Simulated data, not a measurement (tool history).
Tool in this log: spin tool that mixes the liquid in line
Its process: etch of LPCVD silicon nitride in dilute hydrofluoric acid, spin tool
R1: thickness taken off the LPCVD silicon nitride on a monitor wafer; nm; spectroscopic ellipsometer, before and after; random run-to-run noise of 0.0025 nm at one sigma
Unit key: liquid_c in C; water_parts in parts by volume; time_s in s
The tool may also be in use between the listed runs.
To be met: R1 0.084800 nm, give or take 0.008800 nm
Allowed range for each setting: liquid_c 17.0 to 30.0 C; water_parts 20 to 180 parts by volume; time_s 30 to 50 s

{"run": 1, "day": 0.0, "liquid_c": 22.0, "water_parts": 100, "time_s": 50, "R1": 0.19276}
{"run": 2, "day": 0.212, "liquid_c": 21.0, "water_parts": 115, "time_s": 45, "R1": 0.13591}
{"run": 3, "day": 0.371, "liquid_c": 23.0, "water_parts": 115, "time_s": 45, "R1": 0.16213}
{"run": 4, "day": 0.529, "liquid_c": 23.0, "water_parts": 100, "time_s": 45, "R1": 0.18337}
{"run": 5, "day": 0.762, "liquid_c": 23.0, "water_parts": 115, "time_s": 45, "R1": 0.1559}
{"run": 6, "day": 0.933, "liquid_c": 23.0, "water_parts": 115, "time_s": 30, "R1": 0.10167}
{"run": 7, "day": 1.121, "liquid_c": 23.0, "water_parts": 120, "time_s": 30, "R1": 0.10525}
{"run": 8, "day": 1.483, "liquid_c": 23.0, "water_parts": 125, "time_s": 30, "R1": 0.10393}

Exercise: of the 5 proposed moves below, exactly one satisfies all targets within the stated allowed misses. Which move is it?
{"run": "A", "day": 1.846, "liquid_c": 22.0, "water_parts": 130, "time_s": 30, "R1": "?"}
{"run": "B", "day": 1.846, "liquid_c": 25.5, "water_parts": 120, "time_s": 30, "R1": "?"}
{"run": "C", "day": 1.846, "liquid_c": 24.5, "water_parts": 135, "time_s": 30, "R1": "?"}
{"run": "D", "day": 1.846, "liquid_c": 19.5, "water_parts": 100, "time_s": 40, "R1": "?"}
{"run": "E", "day": 1.846, "liquid_c": 25.5, "water_parts": 125, "time_s": 30, "R1": "?"}

move=A R1=0.087574
move=B R1=0.119130
move=C R1=0.099362
move=D R1=0.127560
move=E R1=0.114390
A: all results in spec
B: the biggest miss grows against the last run
C: nearer the targets than the last run, but a result is still out of spec
D: the biggest miss grows against the last run
E: the biggest miss grows against the last run
The move that meets every target is A.

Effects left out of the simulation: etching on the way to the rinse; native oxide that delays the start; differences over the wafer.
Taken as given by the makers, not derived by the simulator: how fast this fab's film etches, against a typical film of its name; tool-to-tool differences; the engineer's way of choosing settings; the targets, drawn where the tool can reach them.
